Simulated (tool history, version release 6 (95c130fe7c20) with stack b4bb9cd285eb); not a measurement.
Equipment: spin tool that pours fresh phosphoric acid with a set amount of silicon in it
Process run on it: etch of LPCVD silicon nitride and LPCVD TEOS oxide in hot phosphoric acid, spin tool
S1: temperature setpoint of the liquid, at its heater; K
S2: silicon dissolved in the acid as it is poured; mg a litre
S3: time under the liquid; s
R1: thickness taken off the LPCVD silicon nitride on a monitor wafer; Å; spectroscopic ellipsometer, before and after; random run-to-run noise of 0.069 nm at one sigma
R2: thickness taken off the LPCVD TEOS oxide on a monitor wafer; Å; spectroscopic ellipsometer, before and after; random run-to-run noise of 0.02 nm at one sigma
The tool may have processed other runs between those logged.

| run | hour | S1 | S2 | S3 | R1 | R2 |
|---|---|---|---|---|---|---|
| 1 | 0.0 | 436.15 | 16.0 | 180 | 156.700 | 9.5667 |
| 2 | 7.6 | 436.15 | 16.0 | 110 | 95.127 | 5.4421 |
| 3 | 14.7 | 436.15 | 16.0 | 145 | 126.810 | 7.8632 |
| 4 | 18.1 | 435.65 | 15.0 | 140 | 119.020 | 7.0837 |
|  | 20.3 | dissolved silicon flow meter replaced |
| 5 | 20.3 | 435.65 | 14.5 | 130 | 112.150 | 6.5741 |
| 6 | 26.2 | 435.65 | 14.0 | 120 | 103.440 | 6.4446 |
| 7 | 34.9 | 435.65 | 13.5 | 115 | 98.853 | 6.6269 |

Run 8 is up next; what results do you expect?
| 8 | 43.1 | 435.65 | 13.5 | 115 | ? | ? |

{"run 8": {"R1": 98.761, "R2": 6.2284}}
